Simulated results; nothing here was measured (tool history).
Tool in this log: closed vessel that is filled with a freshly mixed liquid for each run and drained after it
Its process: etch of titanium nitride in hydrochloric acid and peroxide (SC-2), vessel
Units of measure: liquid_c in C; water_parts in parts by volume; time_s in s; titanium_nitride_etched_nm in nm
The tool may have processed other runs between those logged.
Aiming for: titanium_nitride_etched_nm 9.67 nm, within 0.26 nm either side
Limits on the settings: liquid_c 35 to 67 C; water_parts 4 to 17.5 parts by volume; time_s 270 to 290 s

run	hour	liquid_c	water_parts	time_s	titanium_nitride_etched_nm
1	0	51	9.5	270	8.2887
2	6.3	51.5	9.5	270	8.6092
3	7.8	46.5	9.5	270	6.1585
4	12.4	39.5	9.5	270	3.7767
5	19.1	39.5	9.5	270	3.7393
6	26.8	39.5	6	270	5.3779
7	29	40.5	6	270	5.7637
8	33	40.5	6	270	5.7092
9	38.9	41.5	6	270	6.196
10	45.2	42	6	270	6.4778
11	50.6	49	6	270	10.506

Which single option among these 5 for the next run brings every result within its allowed miss of target? Just one does.
A	56	48	5.5	290	?
B	56	49.5	6.5	290	?
C	56	47.5	5	270	?
D	56	51.5	7.5	290	?
E	56	49	7	280	?

move	titanium_nitride_etched_nm
A	11.283
B	11.012
C	10.881
D	11.253
E	9.7104
A: the biggest miss grows against the last run
B: the biggest miss grows against the last run
C: the biggest miss grows against the last run
D: the biggest miss grows against the last run
E: all results in spec
Go with E: it meets all targets.
